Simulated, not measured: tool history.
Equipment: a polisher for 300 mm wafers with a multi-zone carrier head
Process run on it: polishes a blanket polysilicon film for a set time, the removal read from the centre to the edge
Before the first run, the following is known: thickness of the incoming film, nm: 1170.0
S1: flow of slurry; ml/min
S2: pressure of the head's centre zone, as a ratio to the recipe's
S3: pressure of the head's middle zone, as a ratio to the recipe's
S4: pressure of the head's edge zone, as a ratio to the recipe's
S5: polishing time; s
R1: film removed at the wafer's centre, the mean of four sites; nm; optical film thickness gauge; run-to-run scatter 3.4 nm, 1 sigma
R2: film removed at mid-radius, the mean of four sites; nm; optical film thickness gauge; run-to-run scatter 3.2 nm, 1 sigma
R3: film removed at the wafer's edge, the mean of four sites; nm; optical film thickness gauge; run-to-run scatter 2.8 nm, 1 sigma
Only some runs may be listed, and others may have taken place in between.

run 1 day=0 | S1=320 S2=1 S3=1 S4=1 S5=40 | R1=353.99 R2=362.74 R3=348.89
run 2 day=0.175 | S1=315 S2=0.97 S3=0.95 S4=0.99 S5=37 | R1=310.16 R2=316.42 R3=328.93
run 3 day=0.304 | S1=315 S2=0.9 S3=0.95 S4=0.99 S5=37 | R1=294.68 R2=310.3 R3=318.94
run 4 day=0.542 | S1=315 S2=0.9 S3=0.95 S4=0.95 S5=37 | R1=293.12 R2=316.17 R3=319.16
run 5 day=0.867 | S1=315 S2=0.9 S3=0.95 S4=1.02 S5=37 | R1=294.26 R2=312.6 R3=337.4
run 6 day=1.242 | S1=315 S2=0.89 S3=0.91 S4=0.98 S5=36 | R1=276.91 R2=293.56 R3=314.06
run 7 day=1.362 | S1=315 S2=0.89 S3=0.91 S4=0.98 S5=36 | R1=275.96 R2=298.85 R3=317.58
run 8 day=1.646 | S1=315 S2=0.89 S3=0.91 S4=0.98 S5=36 | R1=282.14 R2=292.79 R3=319.81

What does the tool deliver on the next run?
-- day=1.767 worn pad replaced by a new one
run 9 day=1.767 | S1=315 S2=0.89 S3=0.89 S4=0.94 S5=35 | R1=? R2=? R3=?

For run 9 the tool returned R1 296.08 nm, R2 303.85 nm, R3 318.67 nm.
